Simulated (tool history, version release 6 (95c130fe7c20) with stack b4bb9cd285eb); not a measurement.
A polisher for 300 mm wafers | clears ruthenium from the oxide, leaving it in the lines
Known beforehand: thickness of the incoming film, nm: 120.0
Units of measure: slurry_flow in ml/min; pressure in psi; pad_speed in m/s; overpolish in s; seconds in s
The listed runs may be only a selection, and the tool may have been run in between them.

run	hour	slurry_flow	pressure	pad_speed	overpolish	seconds
1	0.0	170	2.1	0.94	50	93.590
2	2.5	170	2.1	0.94	54	96.079
3	4.4	170	2.1	1.04	54	87.384
4	13.1	200	2.1	1.04	54	85.845
5	14.4	200	2.2	1.04	54	81.371
6	16.9	200	2.2	1.04	54	81.988
7	24.8	200	2.3	1.04	54	78.703
8	30.4	200	2.4	1.04	54	76.959
9	36.5	200	2.5	1.04	54	72.397

Expected results for the next run?
10	40.0	200	2.6	1.04	54	?

Logged for run 10: seconds 70.568 s.
